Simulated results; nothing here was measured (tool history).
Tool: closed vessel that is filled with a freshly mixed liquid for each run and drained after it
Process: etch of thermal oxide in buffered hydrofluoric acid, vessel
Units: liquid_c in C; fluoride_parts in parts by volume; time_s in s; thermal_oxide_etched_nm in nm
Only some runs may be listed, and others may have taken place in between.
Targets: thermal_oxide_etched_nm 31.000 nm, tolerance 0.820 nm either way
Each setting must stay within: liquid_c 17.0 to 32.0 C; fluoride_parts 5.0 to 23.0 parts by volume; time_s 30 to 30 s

Run 1, day 0.000: liquid_c 25.0 C, fluoride_parts 14.0 parts by volume, time_s 30 s. Result: thermal_oxide_etched_nm 25.521 nm.
Run 2, day 0.038: liquid_c 25.0 C, fluoride_parts 14.0 parts by volume, time_s 30 s. Result: thermal_oxide_etched_nm 25.543 nm.
Run 3, day 0.083: liquid_c 26.0 C, fluoride_parts 14.0 parts by volume, time_s 30 s. Result: thermal_oxide_etched_nm 27.047 nm.
Run 4, day 0.312: liquid_c 26.5 C, fluoride_parts 14.0 parts by volume, time_s 30 s. Result: thermal_oxide_etched_nm 28.101 nm.
Run 5, day 0.362: liquid_c 27.0 C, fluoride_parts 14.0 parts by volume, time_s 30 s. Result: thermal_oxide_etched_nm 28.800 nm.
Run 6, day 0.425: liquid_c 27.0 C, fluoride_parts 10.0 parts by volume, time_s 30 s. Result: thermal_oxide_etched_nm 39.708 nm.
Run 7, day 0.542: liquid_c 25.5 C, fluoride_parts 10.0 parts by volume, time_s 30 s. Result: thermal_oxide_etched_nm 36.993 nm.
Run 8, day 0.658: liquid_c 21.5 C, fluoride_parts 10.0 parts by volume, time_s 30 s. Result: thermal_oxide_etched_nm 29.445 nm.

Exactly one of the 4 candidate moves below puts every result within its allowed miss. Which one?
Run A, day 0.775: liquid_c 20.0 C, fluoride_parts 8.5 parts by volume, time_s 30 s. Result: thermal_oxide_etched_nm ?.
Run B, day 0.775: liquid_c 17.5 C, fluoride_parts 8.0 parts by volume, time_s 30 s. Result: thermal_oxide_etched_nm ?.
Run C, day 0.775: liquid_c 19.5 C, fluoride_parts 9.5 parts by volume, time_s 30 s. Result: thermal_oxide_etched_nm ?.
Run D, day 0.775: liquid_c 22.5 C, fluoride_parts 11.0 parts by volume, time_s 30 s. Result: thermal_oxide_etched_nm ?.

move  thermal_oxide_etched_nm
   A                   30.969
   B                   28.692
   C                   27.347
   D                   28.547
A: each result inside its tolerance
B: misses by more than the last run did
C: misses by more than the last run did
D: misses by more than the last run did
Go with A: it meets all targets.
